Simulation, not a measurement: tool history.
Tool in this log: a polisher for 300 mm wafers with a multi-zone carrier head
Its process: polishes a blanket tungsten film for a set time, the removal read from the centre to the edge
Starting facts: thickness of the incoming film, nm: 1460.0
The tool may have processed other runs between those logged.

run,hour,flow of slurry (ml/min),pressure of the head's centre zone,pressure of the head's middle zone,pressure of the head's edge zone,abrasive content of the slurry,polishing time (s),film removed at the wafer's centre (angstrom),film removed at mid-radius (angstrom),film removed at the wafer's edge (angstrom)
1,0.0,160,1.00,1.00,1.00,1.00,58,4162.4,4004.4,4138.5
2,1.9,155,0.98,0.99,0.97,0.90,54,3661.7,3534.8,3644.3
3,3.5,155,0.98,1.06,0.97,0.90,54,3713.4,3734.1,3625.7
4,9.5,150,0.96,1.04,0.95,0.80,52,3365.2,3461.5,3299.0
5,18.5,145,0.94,1.00,0.93,0.75,51,3049.4,3107.0,3074.5
6,21.6,145,0.94,1.00,0.98,0.75,51,3063.3,3119.7,3165.6
7,23.0,140,0.93,0.98,0.95,0.70,50,2882.9,2855.1,2996.7
8,26.1,135,0.92,0.97,0.93,0.65,50,2713.2,2737.5,2895.3
9,30.3,135,0.92,0.97,0.91,0.60,49,2536.8,2676.1,2699.7

Run 10 comes next. What will it give?
10,36.3,130,0.93,0.95,0.89,0.60,49,?,?,?

Run 10 yielded film removed at the wafer's centre (angstrom) 2605.3, film removed at mid-radius (angstrom) 2595.9, film removed at the wafer's edge (angstrom) 2613.2.
